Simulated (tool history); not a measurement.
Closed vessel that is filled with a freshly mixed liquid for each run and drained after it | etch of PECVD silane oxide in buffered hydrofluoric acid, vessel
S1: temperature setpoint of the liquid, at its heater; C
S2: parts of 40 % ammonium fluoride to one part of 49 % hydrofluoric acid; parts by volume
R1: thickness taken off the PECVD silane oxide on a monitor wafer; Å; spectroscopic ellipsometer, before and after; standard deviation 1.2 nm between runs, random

Run 1, hour 0.0: S1 25.0 C, S2 9.5 parts by volume, time in the liquid (s) 100. Result: R1 1855.5 Å.
Run 2, hour 7.9: S1 25.0 C, S2 11.5 parts by volume, time in the liquid (s) 100. Result: R1 1599.0 Å.
Run 3, hour 9.4: S1 28.0 C, S2 11.5 parts by volume, time in the liquid (s) 100. Result: R1 1852.4 Å.
Run 4, hour 15.2: S1 28.0 C, S2 11.5 parts by volume, time in the liquid (s) 105. Result: R1 1968.6 Å.
Run 5, hour 17.2: S1 28.0 C, S2 9.5 parts by volume, time in the liquid (s) 105. Result: R1 2325.2 Å.
Run 6, hour 25.4: S1 25.5 C, S2 9.5 parts by volume, time in the liquid (s) 105. Result: R1 2034.2 Å.

For run 7, what comes out?
Run 7, hour 27.7: S1 23.5 C, S2 9.5 parts by volume, time in the liquid (s) 105. Result: R1 ?.

Run 7 produced R1 1821.8 Å.
